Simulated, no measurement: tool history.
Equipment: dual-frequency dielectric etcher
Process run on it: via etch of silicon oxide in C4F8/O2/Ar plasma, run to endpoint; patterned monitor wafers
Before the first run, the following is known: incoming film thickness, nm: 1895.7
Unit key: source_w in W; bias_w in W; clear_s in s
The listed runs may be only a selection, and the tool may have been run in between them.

run    day  source_w  bias_w  clear_s
  1      0      2420    1995   341.73
  2  0.117      2420    2267   330.01
  3  0.229      2420    2128   335.19
  4  0.533      2420    1893   344.29
  5  0.783      2250    1874   350.95
  6  0.967      2080    1810   361.89

Run 7 comes next. What will it give?
  7  0.996      1950    1787        ?

{"run 7": {"clear_s": 370.91}}
